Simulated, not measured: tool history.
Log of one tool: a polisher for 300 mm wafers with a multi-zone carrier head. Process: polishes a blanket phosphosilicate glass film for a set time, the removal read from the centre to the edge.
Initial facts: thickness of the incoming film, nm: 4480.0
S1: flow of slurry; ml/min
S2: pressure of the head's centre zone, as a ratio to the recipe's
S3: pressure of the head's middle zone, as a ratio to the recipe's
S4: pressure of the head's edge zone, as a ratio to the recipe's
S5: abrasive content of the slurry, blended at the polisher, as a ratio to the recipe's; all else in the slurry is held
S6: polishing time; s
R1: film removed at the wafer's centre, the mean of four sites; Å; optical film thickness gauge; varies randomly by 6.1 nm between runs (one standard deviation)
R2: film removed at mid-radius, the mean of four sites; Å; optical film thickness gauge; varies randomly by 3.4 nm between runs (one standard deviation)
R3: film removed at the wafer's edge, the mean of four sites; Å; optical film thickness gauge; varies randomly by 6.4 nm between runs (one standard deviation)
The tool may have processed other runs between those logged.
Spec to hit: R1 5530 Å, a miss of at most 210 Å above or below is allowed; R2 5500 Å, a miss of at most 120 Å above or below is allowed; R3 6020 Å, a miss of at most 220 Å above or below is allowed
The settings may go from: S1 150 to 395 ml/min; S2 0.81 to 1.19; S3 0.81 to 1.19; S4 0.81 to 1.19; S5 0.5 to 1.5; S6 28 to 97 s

run,hour,S1,S2,S3,S4,S5,S6,R1,R2,R3
1,0,250,1,1,1,1,62,6106.1,5863.3,5982.7
2,7.6,235,0.98,0.99,1.01,1,62,5739.6,5759.5,6010.5
3,8.6,235,1.02,0.99,1.01,1,62,6016.8,5860.6,5950.4
4,10.5,225,1.01,0.97,1.01,1,62,5959.5,5644.7,5904.2
5,19.3,225,1.01,0.97,1.01,1.2,62,6567.2,6303.9,6655.2
6,21.6,210,0.98,0.95,0.98,1.2,62,6368.9,6135.8,6514.1
7,30.5,200,0.95,0.93,0.96,1.2,62,6164,5920,6454.2
8,33.8,180,0.86,0.91,0.86,1.15,62,5439.7,5653.6,5863.9

4 candidate next runs follow, results not yet known. Just one meets every target within its allowed miss. Identify it.
A,37.1,195,0.9,0.91,0.81,1.1,66,?,?,?
B,37.1,150,0.88,0.86,0.84,1.1,66,?,?,?
C,37.1,200,0.87,0.92,0.82,1.2,60,?,?,?
D,37.1,200,0.93,0.91,0.81,1.15,60,?,?,?

move,R1,R2,R3
A,5784.3,5978.8,5983.1
B,5453.5,5527.7,5947.1
C,5331,5752.3,5728.6
D,5581.4,5578.5,5578.8
A: moves away from the targets compared with the last run
B: all results land within tolerance of their targets
C: moves away from the targets compared with the last run
D: brings the result that was furthest off to its target, and leaves another outside
B meets every target.
